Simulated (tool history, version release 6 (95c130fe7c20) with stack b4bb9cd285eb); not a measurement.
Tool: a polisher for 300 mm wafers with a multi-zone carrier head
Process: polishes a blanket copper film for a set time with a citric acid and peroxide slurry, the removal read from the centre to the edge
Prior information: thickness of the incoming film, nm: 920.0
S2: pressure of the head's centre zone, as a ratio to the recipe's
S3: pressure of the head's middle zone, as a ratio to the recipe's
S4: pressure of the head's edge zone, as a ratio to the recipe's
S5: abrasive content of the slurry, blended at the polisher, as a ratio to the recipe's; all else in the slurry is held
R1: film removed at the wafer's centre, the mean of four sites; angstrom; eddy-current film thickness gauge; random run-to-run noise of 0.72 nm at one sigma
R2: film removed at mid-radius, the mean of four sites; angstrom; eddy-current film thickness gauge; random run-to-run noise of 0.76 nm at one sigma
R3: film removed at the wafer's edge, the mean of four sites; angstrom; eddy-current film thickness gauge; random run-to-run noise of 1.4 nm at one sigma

{"run": 1, "hour": 0.0, "flow of slurry (ml/min)": 135, "S2": 1.0, "S3": 1.0, "S4": 1.0, "S5": 1.0, "polishing time (s)": 35, "R1": 777.76, "R2": 777.45, "R3": 783.6}
{"run": 2, "hour": 4.9, "flow of slurry (ml/min)": 135, "S2": 1.0, "S3": 0.97, "S4": 1.0, "S5": 1.0, "polishing time (s)": 35, "R1": 772.31, "R2": 780.63, "R3": 792.33}
{"run": 3, "hour": 9.0, "flow of slurry (ml/min)": 135, "S2": 1.08, "S3": 0.97, "S4": 1.0, "S5": 1.0, "polishing time (s)": 35, "R1": 825.19, "R2": 758.61, "R3": 770.47}
{"run": 4, "hour": 16.6, "flow of slurry (ml/min)": 135, "S2": 1.08, "S3": 0.97, "S4": 1.0, "S5": 1.0, "polishing time (s)": 31, "R1": 738.52, "R2": 669.41, "R3": 688.25}
{"run": 5, "hour": 24.7, "flow of slurry (ml/min)": 135, "S2": 1.08, "S3": 0.97, "S4": 1.0, "S5": 1.2, "polishing time (s)": 31, "R1": 777.65, "R2": 719.01, "R3": 722.41}
{"run": 6, "hour": 27.9, "flow of slurry (ml/min)": 125, "S2": 1.08, "S3": 0.97, "S4": 1.0, "S5": 1.2, "polishing time (s)": 31, "R1": 744.73, "R2": 699.64, "R3": 703.67}

Run 7 is up next; what results do you expect?
{"run": 7, "hour": 33.8, "flow of slurry (ml/min)": 135, "S2": 1.07, "S3": 0.97, "S4": 1.02, "S5": 1.25, "polishing time (s)": 31, "R1": "?", "R2": "?", "R3": "?"}

{"run 7": {"R1": 776.46, "R2": 712.95, "R3": 716.52}}
